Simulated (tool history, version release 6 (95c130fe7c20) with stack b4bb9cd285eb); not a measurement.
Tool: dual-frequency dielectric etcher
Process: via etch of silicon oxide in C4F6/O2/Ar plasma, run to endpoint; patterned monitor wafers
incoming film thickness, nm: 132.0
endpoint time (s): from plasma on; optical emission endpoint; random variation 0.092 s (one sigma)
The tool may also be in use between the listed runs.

run	hour	bias power (kW)	source power (kW)	Ar flow (sccm)	endpoint time (s)
1	0	0.429	0.43	397	27.403
2	1.2	0.429	0.46	397	26.454
3	6	0.41	0.46	397	26.84
4	11.8	0.371	0.46	397	28.34
5	15.7	0.364	0.46	397	28.384
6	19.8	0.364	0.5	397	27.108
7	22.6	0.351	0.5	397	27.731
8	30.2	0.341	0.5	397	28.016
9	34.6	0.332	0.5	397	28.612
10	38.5	0.326	0.5	397	28.599
11	41.7	0.32	0.5	397	28.878
12	47.9	0.315	0.5	397	28.952
13	53.5	0.31	0.5	397	29.222
14	56.9	0.277	0.49	398	31.289
15	65.5	0.281	0.49	398	31.114
16	69.1	0.281	0.49	398	31.031
17	73.1	0.284	0.49	398	30.855

The next listed run, before its measurement:
18	74.8	0.287	0.49	398	?

{"run 18": {"endpoint time (s)": 30.77}}
